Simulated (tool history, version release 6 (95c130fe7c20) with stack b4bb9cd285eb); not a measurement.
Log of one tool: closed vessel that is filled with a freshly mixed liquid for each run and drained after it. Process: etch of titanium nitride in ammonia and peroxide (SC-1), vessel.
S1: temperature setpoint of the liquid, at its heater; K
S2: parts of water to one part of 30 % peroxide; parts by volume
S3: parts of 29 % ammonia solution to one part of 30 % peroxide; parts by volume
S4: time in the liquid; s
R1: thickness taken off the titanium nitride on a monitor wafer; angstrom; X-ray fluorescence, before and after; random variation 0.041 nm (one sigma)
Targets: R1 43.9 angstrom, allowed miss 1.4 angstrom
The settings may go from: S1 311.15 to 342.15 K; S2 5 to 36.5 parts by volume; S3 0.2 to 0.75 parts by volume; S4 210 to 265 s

Run 1, day 0: S1 326.15 K, S2 20.5 parts by volume, S3 0.45 parts by volume, S4 265 s. Result: R1 93.456 angstrom.
Run 2, day 0.179: S1 326.15 K, S2 20.5 parts by volume, S3 0.35 parts by volume, S4 265 s. Result: R1 91.112 angstrom.
Run 3, day 0.475: S1 326.15 K, S2 20.5 parts by volume, S3 0.4 parts by volume, S4 265 s. Result: R1 92.908 angstrom.
Run 4, day 0.829: S1 324.65 K, S2 20.5 parts by volume, S3 0.4 parts by volume, S4 265 s. Result: R1 84.586 angstrom.
Run 5, day 0.954: S1 324.65 K, S2 24.5 parts by volume, S3 0.4 parts by volume, S4 265 s. Result: R1 73.551 angstrom.
At day 1.317: new drum of ammonia solution connected.
Run 6, day 1.317: S1 323.65 K, S2 24.5 parts by volume, S3 0.4 parts by volume, S4 265 s. Result: R1 71.236 angstrom.
Run 7, day 1.588: S1 322.65 K, S2 24.5 parts by volume, S3 0.4 parts by volume, S4 265 s. Result: R1 66.854 angstrom.
Run 8, day 1.821: S1 315.15 K, S2 24.5 parts by volume, S3 0.4 parts by volume, S4 265 s. Result: R1 38.723 angstrom.
Run 9, day 2.162: S1 316.15 K, S2 24.5 parts by volume, S3 0.4 parts by volume, S4 265 s. Result: R1 42.347 angstrom.

Which of these 4 next moves meets every target?
Run A, day 2.504: S1 318.15 K, S2 23.5 parts by volume, S3 0.35 parts by volume, S4 265 s. Result: R1 ?.
Run B, day 2.504: S1 317.15 K, S2 17.5 parts by volume, S3 0.2 parts by volume, S4 265 s. Result: R1 ?.
Run C, day 2.504: S1 320.65 K, S2 25.5 parts by volume, S3 0.4 parts by volume, S4 220 s. Result: R1 ?.
Run D, day 2.504: S1 319.65 K, S2 34 parts by volume, S3 0.35 parts by volume, S4 265 s. Result: R1 ?.

move      R1
   A  48.534
   B  47.887
   C  47.164
   D  43.734
A: takes the result that was furthest off past its target
B: takes the result that was furthest off past its target
C: takes the result that was furthest off past its target
D: meets every target
Answer: D

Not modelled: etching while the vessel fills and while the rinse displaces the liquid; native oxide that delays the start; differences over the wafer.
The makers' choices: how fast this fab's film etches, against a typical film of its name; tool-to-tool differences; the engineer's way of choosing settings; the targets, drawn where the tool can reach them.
